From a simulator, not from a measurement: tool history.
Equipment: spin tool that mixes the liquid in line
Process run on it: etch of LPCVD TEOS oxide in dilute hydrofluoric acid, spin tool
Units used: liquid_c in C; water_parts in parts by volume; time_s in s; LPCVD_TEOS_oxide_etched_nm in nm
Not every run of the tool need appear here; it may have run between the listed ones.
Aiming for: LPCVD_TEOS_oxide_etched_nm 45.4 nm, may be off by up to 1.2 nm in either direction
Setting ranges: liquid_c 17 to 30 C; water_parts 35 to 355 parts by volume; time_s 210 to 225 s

{"run": 1, "hour": 0.0, "liquid_c": 22, "water_parts": 195, "time_s": 210, "LPCVD_TEOS_oxide_etched_nm": 40.123}
{"run": 2, "hour": 6.8, "liquid_c": 22.5, "water_parts": 195, "time_s": 210, "LPCVD_TEOS_oxide_etched_nm": 41.089}
{"run": 3, "hour": 10.7, "liquid_c": 22.5, "water_parts": 255, "time_s": 210, "LPCVD_TEOS_oxide_etched_nm": 29.359}
{"run": 4, "hour": 18.1, "liquid_c": 25.5, "water_parts": 255, "time_s": 210, "LPCVD_TEOS_oxide_etched_nm": 32.851}
{"run": 5, "hour": 25.7, "liquid_c": 22, "water_parts": 255, "time_s": 210, "LPCVD_TEOS_oxide_etched_nm": 28.782}
{"run": 6, "hour": 32.1, "liquid_c": 20.5, "water_parts": 255, "time_s": 210, "LPCVD_TEOS_oxide_etched_nm": 27.386}
{"run": 7, "hour": 37.9, "liquid_c": 22, "water_parts": 250, "time_s": 210, "LPCVD_TEOS_oxide_etched_nm": 29.568}
{"run": 8, "hour": 40.4, "liquid_c": 23, "water_parts": 245, "time_s": 210, "LPCVD_TEOS_oxide_etched_nm": 30.871}
{"run": 9, "hour": 42.9, "liquid_c": 24, "water_parts": 240, "time_s": 210, "LPCVD_TEOS_oxide_etched_nm": 33.467}
{"run": 10, "hour": 50.7, "liquid_c": 25, "water_parts": 235, "time_s": 210, "LPCVD_TEOS_oxide_etched_nm": 35.462}
{"run": 11, "hour": 54.6, "liquid_c": 25.5, "water_parts": 230, "time_s": 210, "LPCVD_TEOS_oxide_etched_nm": 37.287}

5 candidate next runs follow, results not yet known. Just one meets every target within its allowed miss. Identify it.
{"run": "A", "hour": 58.5, "liquid_c": 24.5, "water_parts": 260, "time_s": 225, "LPCVD_TEOS_oxide_etched_nm": "?"}
{"run": "B", "hour": 58.5, "liquid_c": 26.5, "water_parts": 265, "time_s": 210, "LPCVD_TEOS_oxide_etched_nm": "?"}
{"run": "C", "hour": 58.5, "liquid_c": 24, "water_parts": 195, "time_s": 220, "LPCVD_TEOS_oxide_etched_nm": "?"}
{"run": "D", "hour": 58.5, "liquid_c": 26, "water_parts": 220, "time_s": 215, "LPCVD_TEOS_oxide_etched_nm": "?"}
{"run": "E", "hour": 58.5, "liquid_c": 26, "water_parts": 240, "time_s": 225, "LPCVD_TEOS_oxide_etched_nm": "?"}

move=A LPCVD_TEOS_oxide_etched_nm=32.943
move=B LPCVD_TEOS_oxide_etched_nm=32.179
move=C LPCVD_TEOS_oxide_etched_nm=45.157
move=D LPCVD_TEOS_oxide_etched_nm=40.936
move=E LPCVD_TEOS_oxide_etched_nm=38.425
A: its largest miss is bigger than the last run's
B: its largest miss is bigger than the last run's
C: each result inside its tolerance
D: nearer than the last run, and not there yet
E: nearer than the last run, and not there yet
C is the move that brings every result within its allowed miss.
